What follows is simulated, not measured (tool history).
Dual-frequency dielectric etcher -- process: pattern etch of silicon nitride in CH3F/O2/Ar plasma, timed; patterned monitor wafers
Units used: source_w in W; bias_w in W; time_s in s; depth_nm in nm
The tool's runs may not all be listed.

run 1 hour=0.0 | source_w=300 bias_w=101 time_s=39 | depth_nm=27.583
run 2 hour=3.8 | source_w=300 bias_w=101 time_s=41 | depth_nm=28.984
run 3 hour=5.2 | source_w=300 bias_w=101 time_s=39 | depth_nm=27.466
run 4 hour=11.6 | source_w=290 bias_w=97 time_s=39 | depth_nm=26.648
run 5 hour=19.9 | source_w=280 bias_w=93 time_s=39 | depth_nm=25.708
run 6 hour=24.2 | source_w=280 bias_w=76 time_s=39 | depth_nm=22.377

Run 7 comes next. What will it give?
run 7 hour=32.6 | source_w=270 bias_w=75 time_s=39 | depth_nm=?

Run 7 produced depth_nm 21.937 nm.
